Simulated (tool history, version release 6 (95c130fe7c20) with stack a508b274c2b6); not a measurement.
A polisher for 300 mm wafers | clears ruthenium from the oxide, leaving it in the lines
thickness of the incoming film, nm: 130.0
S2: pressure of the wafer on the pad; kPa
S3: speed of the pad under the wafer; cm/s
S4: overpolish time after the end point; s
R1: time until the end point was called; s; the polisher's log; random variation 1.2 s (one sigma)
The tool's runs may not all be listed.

Run 1, hour 0.0: flow of slurry (ml/min) 245, S2 14.5 kPa, S3 126 cm/s, S4 28 s. Result: R1 101.480 s.
Run 2, hour 4.4: flow of slurry (ml/min) 245, S2 14.5 kPa, S3 126 cm/s, S4 28 s. Result: R1 105.140 s.
Run 3, hour 10.6: flow of slurry (ml/min) 245, S2 15.9 kPa, S3 128 cm/s, S4 28 s. Result: R1 91.002 s.
Run 4, hour 16.8: flow of slurry (ml/min) 215, S2 15.9 kPa, S3 128 cm/s, S4 28 s. Result: R1 93.454 s.
Run 5, hour 22.5: flow of slurry (ml/min) 215, S2 16.5 kPa, S3 128 cm/s, S4 28 s. Result: R1 91.711 s.
Run 6, hour 28.1: flow of slurry (ml/min) 225, S2 17.2 kPa, S3 128 cm/s, S4 28 s. Result: R1 84.725 s.

Forecast run 7:
Run 7, hour 30.7: flow of slurry (ml/min) 230, S2 17.9 kPa, S3 128 cm/s, S4 28 s. Result: R1 ?.

Run 7 gave R1 82.596 s.
